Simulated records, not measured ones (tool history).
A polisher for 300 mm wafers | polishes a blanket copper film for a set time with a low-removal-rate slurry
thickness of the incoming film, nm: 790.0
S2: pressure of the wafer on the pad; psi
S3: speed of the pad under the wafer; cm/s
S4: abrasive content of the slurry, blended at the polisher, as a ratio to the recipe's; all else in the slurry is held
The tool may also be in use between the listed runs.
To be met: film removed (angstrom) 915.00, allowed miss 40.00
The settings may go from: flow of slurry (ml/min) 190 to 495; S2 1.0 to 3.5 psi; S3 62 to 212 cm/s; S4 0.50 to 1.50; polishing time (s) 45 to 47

Run 1, hour 0.0: flow of slurry (ml/min) 320, S2 2.2 psi, S3 136 cm/s, S4 1.00, polishing time (s) 45. Result: film removed (angstrom) 1320.70.
Run 2, hour 6.2: flow of slurry (ml/min) 320, S2 2.1 psi, S3 136 cm/s, S4 1.00, polishing time (s) 45. Result: film removed (angstrom) 1243.50.
Run 3, hour 9.9: flow of slurry (ml/min) 320, S2 2.1 psi, S3 136 cm/s, S4 1.00, polishing time (s) 45. Result: film removed (angstrom) 1256.80.
Run 4, hour 18.7: flow of slurry (ml/min) 245, S2 2.1 psi, S3 136 cm/s, S4 1.00, polishing time (s) 45. Result: film removed (angstrom) 1187.70.
Run 5, hour 25.7: flow of slurry (ml/min) 245, S2 1.5 psi, S3 136 cm/s, S4 1.00, polishing time (s) 45. Result: film removed (angstrom) 862.67.
Run 6, hour 29.3: flow of slurry (ml/min) 245, S2 1.5 psi, S3 136 cm/s, S4 0.80, polishing time (s) 45. Result: film removed (angstrom) 823.39.
Run 7, hour 35.2: flow of slurry (ml/min) 245, S2 1.5 psi, S3 136 cm/s, S4 0.80, polishing time (s) 45. Result: film removed (angstrom) 827.26.
Run 8, hour 41.1: flow of slurry (ml/min) 245, S2 1.5 psi, S3 136 cm/s, S4 0.80, polishing time (s) 45. Result: film removed (angstrom) 836.79.
Run 9, hour 43.3: flow of slurry (ml/min) 250, S2 1.5 psi, S3 136 cm/s, S4 0.80, polishing time (s) 45. Result: film removed (angstrom) 831.51.

4 next moves are on the table. One of them brings every result within its allowed miss. Which?
Run A, hour 45.5: flow of slurry (ml/min) 270, S2 1.4 psi, S3 146 cm/s, S4 0.80, polishing time (s) 46. Result: film removed (angstrom) ?.
Run B, hour 45.5: flow of slurry (ml/min) 240, S2 1.8 psi, S3 124 cm/s, S4 0.75, polishing time (s) 46. Result: film removed (angstrom) ?.
Run C, hour 45.5: flow of slurry (ml/min) 270, S2 1.3 psi, S3 150 cm/s, S4 0.75, polishing time (s) 47. Result: film removed (angstrom) ?.
Run D, hour 45.5: flow of slurry (ml/min) 315, S2 1.3 psi, S3 130 cm/s, S4 0.80, polishing time (s) 45. Result: film removed (angstrom) ?.

move  film removed (angstrom)
   A                   838.20
   B                   883.11
   C                   806.22
   D                   693.65
A: nearer than the last run, and not there yet
B: meets every target
C: further off than the last run
D: further off than the last run
Move B is the one to make.
